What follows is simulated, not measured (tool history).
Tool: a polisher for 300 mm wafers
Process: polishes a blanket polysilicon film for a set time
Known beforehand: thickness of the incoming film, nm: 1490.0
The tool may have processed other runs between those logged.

| run | day | flow of slurry (ml/min) | pressure of the wafer on the pad (kPa) | speed of the pad under the wafer (cm/s) | polishing time (s) | film removed (nm) |
|---|---|---|---|---|---|---|
| 1 | 0 | 125 | 20.7 | 102 | 82 | 666.37 |
| 2 | 0.208 | 125 | 20.7 | 114 | 82 | 743.57 |
| 3 | 0.529 | 115 | 18.6 | 114 | 82 | 653.8 |
| 4 | 0.7 | 110 | 17.2 | 114 | 82 | 600.88 |
| 5 | 0.825 | 110 | 17.2 | 134 | 82 | 708.14 |
| 6 | 0.975 | 95 | 17.2 | 134 | 82 | 681.52 |

The next listed run, before its measurement:
| 7 | 1.183 | 90 | 15.9 | 134 | 82 | ? |

{"run 7": {"film removed (nm)": 619.7}}

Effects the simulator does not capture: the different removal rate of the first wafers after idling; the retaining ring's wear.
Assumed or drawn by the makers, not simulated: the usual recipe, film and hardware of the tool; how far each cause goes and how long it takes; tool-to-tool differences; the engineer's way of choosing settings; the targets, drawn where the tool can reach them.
